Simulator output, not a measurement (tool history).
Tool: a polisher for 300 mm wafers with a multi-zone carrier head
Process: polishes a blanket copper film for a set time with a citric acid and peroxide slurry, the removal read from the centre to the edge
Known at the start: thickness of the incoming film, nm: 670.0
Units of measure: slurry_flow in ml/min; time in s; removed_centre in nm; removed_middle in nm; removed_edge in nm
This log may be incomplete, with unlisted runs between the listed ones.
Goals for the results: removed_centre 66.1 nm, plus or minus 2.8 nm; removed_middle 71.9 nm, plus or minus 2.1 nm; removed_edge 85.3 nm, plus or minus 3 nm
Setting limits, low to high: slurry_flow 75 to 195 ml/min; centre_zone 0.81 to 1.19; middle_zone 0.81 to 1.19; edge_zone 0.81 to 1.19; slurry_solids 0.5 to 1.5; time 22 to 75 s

run 1 hour=0 | slurry_flow=125 centre_zone=1 middle_zone=1 edge_zone=1 slurry_solids=1 time=48 | removed_centre=148.24 removed_middle=163.38 removed_edge=161.12
run 2 hour=2.9 | slurry_flow=125 centre_zone=1 middle_zone=1 edge_zone=1 slurry_solids=0.9 time=48 | removed_centre=145.99 removed_middle=161.49 removed_edge=160.51
run 3 hour=7.7 | slurry_flow=120 centre_zone=0.99 middle_zone=0.98 edge_zone=1 slurry_solids=0.85 time=45 | removed_centre=132.72 removed_middle=144.05 removed_edge=147.75
run 4 hour=11.1 | slurry_flow=120 centre_zone=0.99 middle_zone=0.98 edge_zone=1 slurry_solids=0.7 time=45 | removed_centre=126.71 removed_middle=140.52 removed_edge=141.4
run 5 hour=18.7 | slurry_flow=120 centre_zone=0.99 middle_zone=0.98 edge_zone=1 slurry_solids=0.85 time=45 | removed_centre=128.48 removed_middle=146.77 removed_edge=148.68
-- hour=23.1 centre zone pressure recalibrated
run 6 hour=23.1 | slurry_flow=120 centre_zone=0.99 middle_zone=0.98 edge_zone=1 slurry_solids=0.85 time=50 | removed_centre=164.06 removed_middle=166.11 removed_edge=164.98
run 7 hour=29.1 | slurry_flow=115 centre_zone=1 middle_zone=0.96 edge_zone=0.99 slurry_solids=0.8 time=47 | removed_centre=151.53 removed_middle=149.84 removed_edge=147.67
run 8 hour=34.3 | slurry_flow=110 centre_zone=1 middle_zone=0.95 edge_zone=1 slurry_solids=0.75 time=44 | removed_centre=140.7 removed_middle=135.52 removed_edge=138.6
run 9 hour=38.3 | slurry_flow=105 centre_zone=0.99 middle_zone=0.94 edge_zone=1.01 slurry_solids=0.7 time=41 | removed_centre=122.56 removed_middle=122.29 removed_edge=127.48

Exercise: of the 4 proposed moves below, exactly one satisfies all targets within the stated allowed misses. Which move is it?
run A hour=42.3 | slurry_flow=115 centre_zone=1.04 middle_zone=0.81 edge_zone=0.95 slurry_solids=0.8 time=70 | removed_centre=? removed_middle=? removed_edge=?
run B hour=42.3 | slurry_flow=150 centre_zone=0.81 middle_zone=0.85 edge_zone=1.13 slurry_solids=0.7 time=25 | removed_centre=? removed_middle=? removed_edge=?
run C hour=42.3 | slurry_flow=125 centre_zone=1.03 middle_zone=1.01 edge_zone=1.02 slurry_solids=0.75 time=29 | removed_centre=? removed_middle=? removed_edge=?
run D hour=42.3 | slurry_flow=80 centre_zone=1.02 middle_zone=0.86 edge_zone=0.98 slurry_solids=0.8 time=28 | removed_centre=? removed_middle=? removed_edge=?

move=A removed_centre=235.16 removed_middle=194.45 removed_edge=221.55
move=B removed_centre=66.59 removed_middle=73.334 removed_edge=85.638
move=C removed_centre=96.829 removed_middle=96.786 removed_edge=94.071
move=D removed_centre=86.221 removed_middle=77.024 removed_edge=86.205
A: misses by more than the last run did
B: all results land within tolerance of their targets
C: closer than the last run, but not yet in spec
D: closer than the last run, but not yet in spec
B is the move that brings every result within its allowed miss.
